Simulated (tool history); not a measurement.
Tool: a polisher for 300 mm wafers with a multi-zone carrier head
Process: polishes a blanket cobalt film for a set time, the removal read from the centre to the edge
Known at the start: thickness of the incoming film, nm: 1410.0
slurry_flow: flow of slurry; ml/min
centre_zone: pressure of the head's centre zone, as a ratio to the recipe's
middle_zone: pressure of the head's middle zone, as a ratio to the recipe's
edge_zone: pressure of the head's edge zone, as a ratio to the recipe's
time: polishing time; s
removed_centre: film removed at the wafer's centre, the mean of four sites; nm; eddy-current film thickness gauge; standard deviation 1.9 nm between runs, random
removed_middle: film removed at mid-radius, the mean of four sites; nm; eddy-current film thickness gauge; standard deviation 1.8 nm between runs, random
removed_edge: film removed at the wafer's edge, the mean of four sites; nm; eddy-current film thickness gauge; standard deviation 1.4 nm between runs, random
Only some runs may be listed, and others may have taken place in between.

run	day	slurry_flow	centre_zone	middle_zone	edge_zone	time	removed_centre	removed_middle	removed_edge
1	0	120	1	1	1	48	195.72	200.15	199.92
2	0.221	115	0.96	1	0.99	48	188.48	198.29	195.58
3	0.521	110	0.93	1.01	1.01	47	171.76	192.52	196.06
4	0.654	110	0.93	1.08	1.01	47	173.47	210.65	195.81
5	0.992	110	0.93	1.08	0.95	47	175.73	209.62	191.29
6	1.125	110	0.93	0.99	0.95	47	173.2	193.6	187.59
7	1.267	105	0.91	0.98	0.95	47	168.45	187.18	189.18

The next listed run, before its measurement:
8	1.462	100	0.89	0.98	0.94	47	?	?	?

{"run 8": {"removed_centre": 162.1, "removed_middle": 182.8, "removed_edge": 186.89}}
